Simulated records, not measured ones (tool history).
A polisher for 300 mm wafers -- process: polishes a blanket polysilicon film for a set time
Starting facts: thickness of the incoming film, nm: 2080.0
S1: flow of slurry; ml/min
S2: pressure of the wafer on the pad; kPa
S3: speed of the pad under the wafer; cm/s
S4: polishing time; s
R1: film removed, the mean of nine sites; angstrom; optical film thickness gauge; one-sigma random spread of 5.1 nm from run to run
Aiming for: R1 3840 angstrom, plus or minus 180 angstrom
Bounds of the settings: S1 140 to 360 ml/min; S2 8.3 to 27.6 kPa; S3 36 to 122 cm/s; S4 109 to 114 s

run 1 hour=0 | S1=230 S2=17.9 S3=78 S4=109 | R1=5991
run 2 hour=4.6 | S1=230 S2=17.9 S3=78 S4=114 | R1=6416.1
run 3 hour=8.3 | S1=230 S2=17.9 S3=70 S4=114 | R1=5962.8
run 4 hour=14.3 | S1=175 S2=17.9 S3=70 S4=114 | R1=5764.8
run 5 hour=15.8 | S1=175 S2=15.9 S3=70 S4=114 | R1=5166.8
run 6 hour=18.5 | S1=175 S2=15.9 S3=70 S4=109 | R1=5067.5
run 7 hour=26.2 | S1=175 S2=13.8 S3=70 S4=109 | R1=4618.9
run 8 hour=31.3 | S1=175 S2=9.7 S3=68 S4=109 | R1=3581.7

Which one of the following 5 next-run settings gets every result inside its allowed miss? There is exactly one.
run A hour=36.4 | S1=140 S2=11.7 S3=78 S4=114 | R1=?
run B hour=36.4 | S1=170 S2=10.3 S3=70 S4=111 | R1=?
run C hour=36.4 | S1=175 S2=9 S3=84 S4=112 | R1=?
run D hour=36.4 | S1=170 S2=11 S3=72 S4=114 | R1=?
run E hour=36.4 | S1=235 S2=9 S3=54 S4=110 | R1=?

move=A R1=4379
move=B R1=3817.2
move=C R1=4061
move=D R1=4153.2
move=E R1=3088.1
A: the result that was furthest off in the last run now lies on the other side of its target
B: hits every target within its allowed miss
C: the result that was furthest off in the last run now lies on the other side of its target
D: the result that was furthest off in the last run now lies on the other side of its target
E: further off than the last run
So the answer is move B, the one that meets all the targets.
